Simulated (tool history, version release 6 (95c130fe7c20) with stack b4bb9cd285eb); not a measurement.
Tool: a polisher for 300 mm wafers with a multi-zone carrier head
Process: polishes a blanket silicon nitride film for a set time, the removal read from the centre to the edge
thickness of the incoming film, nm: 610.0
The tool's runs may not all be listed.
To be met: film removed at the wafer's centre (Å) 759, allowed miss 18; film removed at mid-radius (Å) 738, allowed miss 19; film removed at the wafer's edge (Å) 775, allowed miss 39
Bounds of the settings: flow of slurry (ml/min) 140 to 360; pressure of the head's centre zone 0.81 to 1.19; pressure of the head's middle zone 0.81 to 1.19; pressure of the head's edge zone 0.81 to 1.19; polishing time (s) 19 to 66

run	hour	flow of slurry (ml/min)	pressure of the head's centre zone	pressure of the head's middle zone	pressure of the head's edge zone	polishing time (s)	film removed at the wafer's centre (Å)	film removed at mid-radius (Å)	film removed at the wafer's edge (Å)
1	0	230	1	1	1	42	564.26	551.42	562.51
2	0.8	235	1.01	1.01	1.03	44	611.06	576.6	600.94
3	2.7	235	1.01	1.07	1.03	44	596.21	611.46	608.09
4	4	245	1.02	1.09	1.06	45	629.05	635.98	614.27
5	10.2	245	1.02	1.12	1.06	45	630.54	654.76	641.68
6	15.6	240	1.03	1.12	1.08	46	642.3	661.33	624.42
7	19.8	260	1.02	1.11	1.05	47	662.86	678.27	642.62
8	24.5	240	1.03	1.1	1.07	48	678.69	679.52	669.45
9	31	230	1.03	1.1	1.08	49	687.89	703.13	685.22

Which of these 4 next moves meets every target?
A	37.5	180	1	1	1.01	59	?	?	?
B	37.5	215	0.96	1.03	1.1	55	?	?	?
C	37.5	205	0.97	1.05	1.11	55	?	?	?
D	37.5	140	0.89	0.96	1	66	?	?	?

move	film removed at the wafer's centre (Å)	film removed at mid-radius (Å)	film removed at the wafer's edge (Å)
A	774.87	755.54	771.78
B	713.43	740.82	764.57
C	715.87	748.16	764.21
D	733.29	782.09	832.7
A: meets every target
B: nearer than the last run, and not there yet
C: nearer than the last run, and not there yet
D: nearer than the last run, and not there yet
Move A is the one to make.
